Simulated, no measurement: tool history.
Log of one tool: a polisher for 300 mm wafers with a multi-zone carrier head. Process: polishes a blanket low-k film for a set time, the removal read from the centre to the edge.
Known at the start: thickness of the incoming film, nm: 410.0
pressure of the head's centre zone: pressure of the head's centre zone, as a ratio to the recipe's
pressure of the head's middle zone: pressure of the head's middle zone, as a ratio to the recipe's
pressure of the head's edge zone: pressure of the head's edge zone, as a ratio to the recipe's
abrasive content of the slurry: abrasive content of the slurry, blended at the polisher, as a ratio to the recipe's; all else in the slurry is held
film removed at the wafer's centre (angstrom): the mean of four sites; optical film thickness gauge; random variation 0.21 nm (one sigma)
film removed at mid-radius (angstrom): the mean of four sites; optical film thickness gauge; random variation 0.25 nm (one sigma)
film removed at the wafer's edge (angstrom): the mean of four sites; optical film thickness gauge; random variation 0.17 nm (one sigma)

| run | hour | flow of slurry (ml/min) | pressure of the head's centre zone | pressure of the head's middle zone | pressure of the head's edge zone | abrasive content of the slurry | polishing time (s) | film removed at the wafer's centre (angstrom) | film removed at mid-radius (angstrom) | film removed at the wafer's edge (angstrom) |
|---|---|---|---|---|---|---|---|---|---|---|
| 1 | 0 | 245 | 1 | 1 | 1 | 1 | 38 | 183.67 | 182.52 | 178.78 |
| 2 | 1.6 | 265 | 1.06 | 1.01 | 1.04 | 1.1 | 38 | 206.47 | 192.31 | 188.2 |
| 3 | 5.1 | 265 | 1.06 | 1.05 | 1.04 | 1.1 | 38 | 208.86 | 197.37 | 188.2 |
| 4 | 8.4 | 265 | 0.98 | 1.05 | 1.04 | 1.1 | 38 | 190.15 | 197.66 | 188.23 |
| 5 | 12.5 | 265 | 0.98 | 1.05 | 1.04 | 0.95 | 38 | 180.59 | 186.26 | 177.28 |
| 6 | 17.5 | 270 | 1.04 | 1.04 | 1.07 | 1.15 | 38 | 204.06 | 200.09 | 194.77 |

Forecast run 7:
| 7 | 23.2 | 285 | 1.09 | 1.02 | 1.08 | 1.25 | 38 | ? | ? | ? |

Run 7 gave film removed at the wafer's centre (angstrom) 225.61, film removed at mid-radius (angstrom) 204.16, film removed at the wafer's edge (angstrom) 203.24.

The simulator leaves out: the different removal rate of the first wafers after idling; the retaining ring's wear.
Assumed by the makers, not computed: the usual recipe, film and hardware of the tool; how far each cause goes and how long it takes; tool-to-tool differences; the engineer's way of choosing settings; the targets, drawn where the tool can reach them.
